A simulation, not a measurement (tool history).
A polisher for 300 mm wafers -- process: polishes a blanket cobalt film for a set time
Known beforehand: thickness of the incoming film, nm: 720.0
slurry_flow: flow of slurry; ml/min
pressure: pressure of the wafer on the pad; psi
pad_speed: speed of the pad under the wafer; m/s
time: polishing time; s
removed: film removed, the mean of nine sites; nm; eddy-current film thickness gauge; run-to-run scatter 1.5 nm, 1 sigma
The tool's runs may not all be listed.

run  hour  slurry_flow  pressure  pad_speed  time  removed
  1     0          265       1.8       0.76    42    154.3
  2   0.7          305       1.8       0.76    42   157.72
  3   2.1          305       1.8       0.76    44   165.19
  4  10.6          305       1.8        0.9    44   188.97
  5  16.6          305       1.6        0.9    44   164.28
  6    25          305       1.6        0.9    42   155.82

Estimate the outcome of run 7 from the log above:
  7  31.1          305       1.5        0.9    42        ?

Run 7 came out at removed 146.05 nm.
